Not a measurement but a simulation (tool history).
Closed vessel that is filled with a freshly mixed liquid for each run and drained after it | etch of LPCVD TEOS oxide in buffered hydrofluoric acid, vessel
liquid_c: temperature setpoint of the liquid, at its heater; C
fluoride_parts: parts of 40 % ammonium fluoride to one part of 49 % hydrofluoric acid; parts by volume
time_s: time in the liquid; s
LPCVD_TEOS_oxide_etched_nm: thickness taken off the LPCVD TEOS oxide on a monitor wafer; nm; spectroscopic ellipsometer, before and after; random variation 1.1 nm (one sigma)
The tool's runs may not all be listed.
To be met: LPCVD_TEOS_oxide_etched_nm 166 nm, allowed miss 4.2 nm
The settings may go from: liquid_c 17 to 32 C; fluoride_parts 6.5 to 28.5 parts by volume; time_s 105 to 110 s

run 1 day=0 | liquid_c=25 fluoride_parts=17.5 time_s=105 | LPCVD_TEOS_oxide_etched_nm=271.27
run 2 day=0.171 | liquid_c=22.5 fluoride_parts=18 time_s=105 | LPCVD_TEOS_oxide_etched_nm=231.44
run 3 day=0.25 | liquid_c=20.5 fluoride_parts=18 time_s=105 | LPCVD_TEOS_oxide_etched_nm=208.48
run 4 day=0.283 | liquid_c=19.5 fluoride_parts=18.5 time_s=105 | LPCVD_TEOS_oxide_etched_nm=188.26
run 5 day=0.592 | liquid_c=19.5 fluoride_parts=23.5 time_s=105 | LPCVD_TEOS_oxide_etched_nm=157.1
run 6 day=0.7 | liquid_c=19.5 fluoride_parts=26.5 time_s=105 | LPCVD_TEOS_oxide_etched_nm=143.12
run 7 day=0.971 | liquid_c=19.5 fluoride_parts=26.5 time_s=105 | LPCVD_TEOS_oxide_etched_nm=143.63
run 8 day=1.125 | liquid_c=20.5 fluoride_parts=26.5 time_s=105 | LPCVD_TEOS_oxide_etched_nm=152.77
run 9 day=1.321 | liquid_c=21 fluoride_parts=26.5 time_s=105 | LPCVD_TEOS_oxide_etched_nm=155.57
run 10 day=1.646 | liquid_c=21.5 fluoride_parts=26.5 time_s=105 | LPCVD_TEOS_oxide_etched_nm=159.67

4 next moves are on the table. One of them brings every result within its allowed miss. Which?
run A day=1.971 | liquid_c=20.5 fluoride_parts=28 time_s=110 | LPCVD_TEOS_oxide_etched_nm=?
run B day=1.971 | liquid_c=21 fluoride_parts=24.5 time_s=105 | LPCVD_TEOS_oxide_etched_nm=?
run C day=1.971 | liquid_c=20 fluoride_parts=25 time_s=105 | LPCVD_TEOS_oxide_etched_nm=?
run D day=1.971 | liquid_c=21 fluoride_parts=28.5 time_s=110 | LPCVD_TEOS_oxide_etched_nm=?

move=A LPCVD_TEOS_oxide_etched_nm=155.07
move=B LPCVD_TEOS_oxide_etched_nm=166.84
move=C LPCVD_TEOS_oxide_etched_nm=155.68
move=D LPCVD_TEOS_oxide_etched_nm=157.49
A: further off than the last run
B: meets every target
C: further off than the last run
D: further off than the last run
Move B is the one to make.

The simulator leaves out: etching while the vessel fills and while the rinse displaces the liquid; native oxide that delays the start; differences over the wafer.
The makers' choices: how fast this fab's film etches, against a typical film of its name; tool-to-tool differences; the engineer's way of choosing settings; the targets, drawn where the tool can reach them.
